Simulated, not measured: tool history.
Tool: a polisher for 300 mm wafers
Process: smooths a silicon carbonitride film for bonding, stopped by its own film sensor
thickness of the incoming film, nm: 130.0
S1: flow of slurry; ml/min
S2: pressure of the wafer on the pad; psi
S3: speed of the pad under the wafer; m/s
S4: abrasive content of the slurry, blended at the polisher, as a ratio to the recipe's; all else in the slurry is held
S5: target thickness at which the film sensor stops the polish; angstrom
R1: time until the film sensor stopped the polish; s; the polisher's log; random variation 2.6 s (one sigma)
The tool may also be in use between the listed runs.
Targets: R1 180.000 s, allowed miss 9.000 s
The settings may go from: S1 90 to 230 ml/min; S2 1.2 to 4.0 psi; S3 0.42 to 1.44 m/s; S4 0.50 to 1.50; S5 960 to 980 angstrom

{"run": 1, "hour": 0.0, "S1": 150, "S2": 2.6, "S3": 0.92, "S4": 1.0, "S5": 980, "R1": 89.199}
{"run": 2, "hour": 5.1, "S1": 165, "S2": 2.6, "S3": 0.92, "S4": 1.0, "S5": 980, "R1": 88.243}
{"run": 3, "hour": 9.7, "S1": 165, "S2": 2.3, "S3": 0.88, "S4": 1.0, "S5": 980, "R1": 99.604}
{"run": 4, "hour": 11.0, "S1": 165, "S2": 2.3, "S3": 1.0, "S4": 1.0, "S5": 980, "R1": 89.209}
{"run": 5, "hour": 14.7, "S1": 165, "S2": 2.3, "S3": 1.0, "S4": 0.9, "S5": 980, "R1": 93.605}
{"run": 6, "hour": 20.9, "S1": 165, "S2": 2.3, "S3": 1.0, "S4": 0.9, "S5": 960, "R1": 102.29}
{"run": 7, "hour": 29.0, "S1": 165, "S2": 2.1, "S3": 0.96, "S4": 0.9, "S5": 960, "R1": 115.47}
{"run": 8, "hour": 35.8, "S1": 165, "S2": 1.9, "S3": 0.94, "S4": 0.9, "S5": 960, "R1": 124.09}
{"run": 9, "hour": 40.2, "S1": 165, "S2": 1.8, "S3": 0.92, "S4": 0.9, "S5": 960, "R1": 130.4}
{"run": 10, "hour": 48.8, "S1": 165, "S2": 1.7, "S3": 0.9, "S4": 0.9, "S5": 960, "R1": 140.72}
{"run": 11, "hour": 56.3, "S1": 165, "S2": 1.6, "S3": 0.9, "S4": 0.9, "S5": 960, "R1": 147.82}
{"run": 12, "hour": 61.6, "S1": 160, "S2": 1.5, "S3": 0.9, "S4": 0.9, "S5": 960, "R1": 157.4}
{"run": 13, "hour": 63.2, "S1": 155, "S2": 1.5, "S3": 0.9, "S4": 0.9, "S5": 960, "R1": 156.34}
{"run": 14, "hour": 68.8, "S1": 150, "S2": 1.5, "S3": 0.9, "S4": 0.9, "S5": 960, "R1": 160.05}
{"run": 15, "hour": 77.5, "S1": 145, "S2": 1.5, "S3": 0.9, "S4": 0.9, "S5": 960, "R1": 159.67}
{"run": 16, "hour": 86.4, "S1": 140, "S2": 1.5, "S3": 0.9, "S4": 0.9, "S5": 960, "R1": 163.03}
{"run": 17, "hour": 87.1, "S1": 135, "S2": 1.5, "S3": 0.9, "S4": 0.9, "S5": 960, "R1": 159.2}
{"run": 18, "hour": 95.8, "S1": 135, "S2": 1.5, "S3": 0.9, "S4": 0.9, "S5": 960, "R1": 161.94}

5 next moves are on the table. One of them brings every result within its allowed miss. Which?
{"run": "A", "hour": 104.5, "S1": 135, "S2": 1.4, "S3": 1.12, "S4": 0.8, "S5": 980, "R1": "?"}
{"run": "B", "hour": 104.5, "S1": 130, "S2": 1.5, "S3": 0.86, "S4": 0.9, "S5": 980, "R1": "?"}
{"run": "C", "hour": 104.5, "S1": 125, "S2": 1.8, "S3": 0.66, "S4": 0.95, "S5": 960, "R1": "?"}
{"run": "D", "hour": 104.5, "S1": 160, "S2": 1.8, "S3": 0.9, "S4": 0.9, "S5": 960, "R1": "?"}
{"run": "E", "hour": 104.5, "S1": 155, "S2": 1.6, "S3": 0.88, "S4": 0.8, "S5": 980, "R1": "?"}

move=A R1=150.490
move=B R1=165.430
move=C R1=183.320
move=D R1=140.170
move=E R1=159.580
A: further off than the last run
B: nearer than the last run, and not there yet
C: meets every target
D: further off than the last run
E: further off than the last run
Move C is the one to make.
